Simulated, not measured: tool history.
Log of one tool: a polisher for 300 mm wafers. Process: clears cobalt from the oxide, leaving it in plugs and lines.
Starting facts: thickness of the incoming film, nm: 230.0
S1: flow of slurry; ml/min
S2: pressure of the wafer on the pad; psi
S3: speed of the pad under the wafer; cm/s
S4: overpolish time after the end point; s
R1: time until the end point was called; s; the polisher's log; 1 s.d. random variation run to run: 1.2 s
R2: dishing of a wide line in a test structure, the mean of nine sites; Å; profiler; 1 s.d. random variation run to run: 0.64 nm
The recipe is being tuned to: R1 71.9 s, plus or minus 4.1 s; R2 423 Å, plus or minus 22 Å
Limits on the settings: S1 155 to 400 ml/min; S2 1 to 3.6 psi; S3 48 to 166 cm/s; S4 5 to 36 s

Run 1, hour 0: S1 255 ml/min, S2 2.3 psi, S3 106 cm/s, S4 18 s. Result: R1 39.902 s, R2 482.62 Å.
Run 2, hour 6: S1 255 ml/min, S2 2.1 psi, S3 106 cm/s, S4 18 s. Result: R1 43.816 s, R2 475.51 Å.
Run 3, hour 10: S1 255 ml/min, S2 2.6 psi, S3 106 cm/s, S4 18 s. Result: R1 34.476 s, R2 501.67 Å.
Run 4, hour 13.8: S1 255 ml/min, S2 2.4 psi, S3 106 cm/s, S4 18 s. Result: R1 37.555 s, R2 483.12 Å.
Run 5, hour 22.7: S1 315 ml/min, S2 2.4 psi, S3 106 cm/s, S4 18 s. Result: R1 36.124 s, R2 486.5 Å.
Run 6, hour 26.8: S1 380 ml/min, S2 2.4 psi, S3 106 cm/s, S4 18 s. Result: R1 36.169 s, R2 490.92 Å.
Run 7, hour 32.8: S1 380 ml/min, S2 2.2 psi, S3 104 cm/s, S4 18 s. Result: R1 40.285 s, R2 477.29 Å.
Run 8, hour 36.7: S1 380 ml/min, S2 2 psi, S3 104 cm/s, S4 18 s. Result: R1 41.954 s, R2 467.87 Å.
Run 9, hour 43: S1 380 ml/min, S2 1.9 psi, S3 100 cm/s, S4 18 s. Result: R1 47.254 s, R2 455.44 Å.
Run 10, hour 50.4: S1 380 ml/min, S2 1.8 psi, S3 100 cm/s, S4 18 s. Result: R1 49.816 s, R2 442.52 Å.
Run 11, hour 55.6: S1 380 ml/min, S2 1.7 psi, S3 100 cm/s, S4 19 s. Result: R1 52.787 s, R2 445.97 Å.
Run 12, hour 60.7: S1 380 ml/min, S2 1.6 psi, S3 100 cm/s, S4 19 s. Result: R1 55.98 s, R2 443.48 Å.
Run 13, hour 64.4: S1 380 ml/min, S2 1.5 psi, S3 100 cm/s, S4 19 s. Result: R1 58.647 s, R2 431.71 Å.
At hour 68: head pressure recalibrated.
Run 14, hour 68: S1 380 ml/min, S2 1.3 psi, S3 98 cm/s, S4 21 s. Result: R1 64.736 s, R2 432.42 Å.

Next run, 5 choices. One meets every target within its allowed miss, the rest don't. Which?
Run A, hour 71.6: S1 380 ml/min, S2 1.2 psi, S3 92 cm/s, S4 30 s. Result: R1 ?, R2 ?.
Run B, hour 71.6: S1 400 ml/min, S2 1.3 psi, S3 100 cm/s, S4 20 s. Result: R1 ?, R2 ?.
Run C, hour 71.6: S1 380 ml/min, S2 1.2 psi, S3 108 cm/s, S4 21 s. Result: R1 ?, R2 ?.
Run D, hour 71.6: S1 340 ml/min, S2 1.5 psi, S3 86 cm/s, S4 20 s. Result: R1 ?, R2 ?.
Run E, hour 71.6: S1 320 ml/min, S2 1.3 psi, S3 84 cm/s, S4 22 s. Result: R1 ?, R2 ?.

move      R1      R2
   A  71.314  487.07
   B  62.033  444.18
   C  63.464  448.79
   D  61.036   446.8
   E  71.465  436.81
A: meets the target for the result that was furthest off, but another lies outside its allowed miss
B: the biggest miss grows against the last run
C: the biggest miss grows against the last run
D: the biggest miss grows against the last run
E: each result inside its tolerance
Correct choice: E, which meets every target

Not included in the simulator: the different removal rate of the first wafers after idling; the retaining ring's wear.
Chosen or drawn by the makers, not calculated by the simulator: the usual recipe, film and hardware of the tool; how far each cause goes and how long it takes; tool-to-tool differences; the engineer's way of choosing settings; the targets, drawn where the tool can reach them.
